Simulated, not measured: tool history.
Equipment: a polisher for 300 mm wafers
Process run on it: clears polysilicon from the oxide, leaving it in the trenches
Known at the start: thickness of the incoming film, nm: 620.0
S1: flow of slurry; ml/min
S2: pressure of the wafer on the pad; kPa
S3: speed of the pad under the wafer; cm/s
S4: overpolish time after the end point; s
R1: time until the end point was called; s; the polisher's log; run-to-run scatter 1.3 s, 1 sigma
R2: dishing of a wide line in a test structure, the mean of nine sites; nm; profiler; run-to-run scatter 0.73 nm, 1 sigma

Run 1, hour 0.0: S1 195 ml/min, S2 22.1 kPa, S3 78 cm/s, S4 27 s. Result: R1 45.403 s, R2 73.502 nm.
Run 2, hour 2.1: S1 195 ml/min, S2 22.1 kPa, S3 86 cm/s, S4 27 s. Result: R1 41.042 s, R2 72.300 nm.
Run 3, hour 5.2: S1 185 ml/min, S2 19.3 kPa, S3 84 cm/s, S4 23 s. Result: R1 48.612 s, R2 71.927 nm.
Run 4, hour 8.4: S1 185 ml/min, S2 19.3 kPa, S3 74 cm/s, S4 23 s. Result: R1 56.838 s, R2 71.404 nm.
Run 5, hour 14.3: S1 185 ml/min, S2 17.9 kPa, S3 74 cm/s, S4 21 s. Result: R1 58.733 s, R2 70.345 nm.
Run 6, hour 16.4: S1 185 ml/min, S2 16.5 kPa, S3 74 cm/s, S4 21 s. Result: R1 63.096 s, R2 67.853 nm.
Run 7, hour 22.6: S1 170 ml/min, S2 16.5 kPa, S3 70 cm/s, S4 22 s. Result: R1 68.345 s, R2 68.251 nm.
Run 8, hour 24.3: S1 170 ml/min, S2 16.5 kPa, S3 70 cm/s, S4 22 s. Result: R1 69.449 s, R2 69.128 nm.

For run 9, what comes out?
Run 9, hour 27.1: S1 165 ml/min, S2 15.9 kPa, S3 70 cm/s, S4 23 s. Result: R1 ?, R2 ?.

Logged for run 9: R1 71.620 s, R2 68.768 nm.

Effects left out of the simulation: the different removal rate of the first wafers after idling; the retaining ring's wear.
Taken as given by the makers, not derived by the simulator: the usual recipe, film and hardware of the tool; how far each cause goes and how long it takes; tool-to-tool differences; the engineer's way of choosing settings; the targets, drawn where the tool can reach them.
